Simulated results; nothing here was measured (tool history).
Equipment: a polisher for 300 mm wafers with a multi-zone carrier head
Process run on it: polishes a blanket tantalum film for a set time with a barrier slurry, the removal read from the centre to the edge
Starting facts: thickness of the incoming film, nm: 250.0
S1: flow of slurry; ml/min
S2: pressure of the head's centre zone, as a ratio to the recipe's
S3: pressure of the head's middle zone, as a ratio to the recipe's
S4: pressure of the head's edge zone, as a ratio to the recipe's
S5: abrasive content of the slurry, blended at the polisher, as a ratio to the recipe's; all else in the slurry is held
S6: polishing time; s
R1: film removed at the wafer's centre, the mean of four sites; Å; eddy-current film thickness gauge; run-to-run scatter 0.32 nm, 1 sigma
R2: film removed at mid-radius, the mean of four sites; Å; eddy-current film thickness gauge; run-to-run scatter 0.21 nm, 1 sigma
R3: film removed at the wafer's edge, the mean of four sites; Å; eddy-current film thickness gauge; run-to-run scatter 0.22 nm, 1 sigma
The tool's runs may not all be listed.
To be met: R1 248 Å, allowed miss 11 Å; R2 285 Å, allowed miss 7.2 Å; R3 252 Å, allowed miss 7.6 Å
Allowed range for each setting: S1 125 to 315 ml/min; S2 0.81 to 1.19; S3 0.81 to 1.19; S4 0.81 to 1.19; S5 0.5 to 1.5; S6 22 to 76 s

run	hour	S1	S2	S3	S4	S5	S6	R1	R2	R3
1	0	205	1	1	1	1	49	370.72	374.51	364.77
2	1.1	205	1	1	1	0.85	49	360.07	353.94	349.51
3	8.5	205	1	1	1.07	0.85	49	361.53	357.37	361.26
4	17.2	205	1	1	1.07	0.85	55	400.76	399.63	405.28
5	18.1	230	1	1	1.07	0.85	55	398.06	410.05	410.56
6	24.9	230	1	1	1.07	0.85	49	365.07	362.35	364.5
7	25.9	235	0.97	1.01	1.03	0.75	47	325.27	341.87	334.28
8	27.6	235	0.96	1.02	0.99	0.7	46	315.03	323.83	308.4
9	33.1	230	0.93	1.02	0.96	0.65	46	298.26	317.75	294.4
10	35.5	220	0.9	1.01	0.94	0.65	46	280.77	310.42	291.75
11	41.3	215	0.89	1.01	0.91	0.6	46	267.81	303.46	273.49
12	49.5	205	0.89	1.01	0.9	0.6	46	269.88	296.86	272.68
13	57.1	205	0.89	1.01	0.9	0.6	46	270.81	296.2	275.47
14	66	200	0.88	1.02	0.88	0.6	46	258.87	296.61	273.07
15	70.6	205	0.88	1.02	0.87	0.6	46	268.03	301.25	272.45
16	72.3	200	0.88	1.02	0.86	0.6	46	270.66	297	268.38
17	74.3	195	0.87	1.02	0.85	0.6	46	257.91	296.66	267.2
18	82.4	195	0.87	1.02	0.84	0.6	46	259.03	297.85	263.24
19	85	190	0.87	1.02	0.83	0.6	46	255.2	294.52	267.12
20	91.4	190	0.87	1.02	0.83	0.6	46	257.99	296.26	266.84

Below are 5 possible settings for the next run. Only one of them brings all results inside the allowed miss of their targets. Which is it?
A	97.8	145	0.81	1	0.89	0.7	48	?	?	?
B	97.8	270	0.99	1.13	0.81	0.5	44	?	?	?
C	97.8	130	0.81	0.92	0.86	0.6	52	?	?	?
D	97.8	225	0.88	1.06	0.89	0.55	43	?	?	?
E	97.8	215	0.89	0.95	0.81	0.6	46	?	?	?

move	R1	R2	R3
A	260.78	306.85	292.34
B	278.09	302.66	242.39
C	258.33	284.65	289.08
D	249.61	285.06	252.82
E	276.94	286.04	267.9
A: its largest miss is bigger than the last run's
B: moves the result that the last run missed by most past its target, out the other side
C: its largest miss is bigger than the last run's
D: meets every target
E: its largest miss is bigger than the last run's
Correct choice: D, which meets every target
